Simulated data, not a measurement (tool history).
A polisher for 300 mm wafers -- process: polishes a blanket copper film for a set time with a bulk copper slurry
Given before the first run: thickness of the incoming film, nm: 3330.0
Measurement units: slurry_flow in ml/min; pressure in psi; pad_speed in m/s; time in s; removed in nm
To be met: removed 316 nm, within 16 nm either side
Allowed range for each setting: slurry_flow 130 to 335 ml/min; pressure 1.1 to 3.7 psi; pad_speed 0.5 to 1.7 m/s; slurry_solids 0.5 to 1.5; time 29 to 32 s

{"run": 1, "hour": 0.0, "slurry_flow": 215, "pressure": 2.4, "pad_speed": 1.1, "slurry_solids": 1, "time": 32, "removed": 202.29}
{"run": 2, "hour": 6.3, "slurry_flow": 215, "pressure": 2.6, "pad_speed": 1.12, "slurry_solids": 1, "time": 32, "removed": 224.41}
{"run": 3, "hour": 8.0, "slurry_flow": 215, "pressure": 2.6, "pad_speed": 1.34, "slurry_solids": 1, "time": 32, "removed": 268.75}
{"run": 4, "hour": 14.2, "slurry_flow": 215, "pressure": 2.6, "pad_speed": 1.12, "slurry_solids": 1, "time": 32, "removed": 224.37}
{"run": 5, "hour": 21.7, "slurry_flow": 215, "pressure": 2.8, "pad_speed": 1.12, "slurry_solids": 1, "time": 32, "removed": 238.67}
{"run": 6, "hour": 23.3, "slurry_flow": 215, "pressure": 2.8, "pad_speed": 1.12, "slurry_solids": 0.8, "time": 32, "removed": 222.39}
{"run": 7, "hour": 32.0, "slurry_flow": 215, "pressure": 3, "pad_speed": 1.14, "slurry_solids": 0.8, "time": 32, "removed": 246.84}
{"run": 8, "hour": 40.3, "slurry_flow": 215, "pressure": 3.6, "pad_speed": 1.16, "slurry_solids": 0.8, "time": 32, "removed": 297.83}
{"hour": 41.8, "done": "head pressure recalibrated"}
{"run": 9, "hour": 41.8, "slurry_flow": 215, "pressure": 3.7, "pad_speed": 1.18, "slurry_solids": 0.8, "time": 32, "removed": 333.08}

Below are 5 possible settings for the next run. Only one of them brings all results inside the allowed miss of their targets. Which is it?
{"run": "A", "hour": 43.3, "slurry_flow": 310, "pressure": 3.7, "pad_speed": 0.92, "slurry_solids": 0.8, "time": 32, "removed": "?"}
{"run": "B", "hour": 43.3, "slurry_flow": 225, "pressure": 3.7, "pad_speed": 1.12, "slurry_solids": 0.95, "time": 32, "removed": "?"}
{"run": "C", "hour": 43.3, "slurry_flow": 270, "pressure": 2.9, "pad_speed": 1.28, "slurry_solids": 0.9, "time": 30, "removed": "?"}
{"run": "D", "hour": 43.3, "slurry_flow": 195, "pressure": 3, "pad_speed": 1.12, "slurry_solids": 1.05, "time": 31, "removed": "?"}
{"run": "E", "hour": 43.3, "slurry_flow": 200, "pressure": 3.6, "pad_speed": 1.22, "slurry_solids": 0.85, "time": 29, "removed": "?"}

move=A removed=275.45
move=B removed=343.63
move=C removed=288.57
move=D removed=276.18
move=E removed=313.86
A: carries the result that was furthest off beyond its target, to the other side
B: its largest miss is bigger than the last run's
C: carries the result that was furthest off beyond its target, to the other side
D: carries the result that was furthest off beyond its target, to the other side
E: in spec on every target
Answer: E
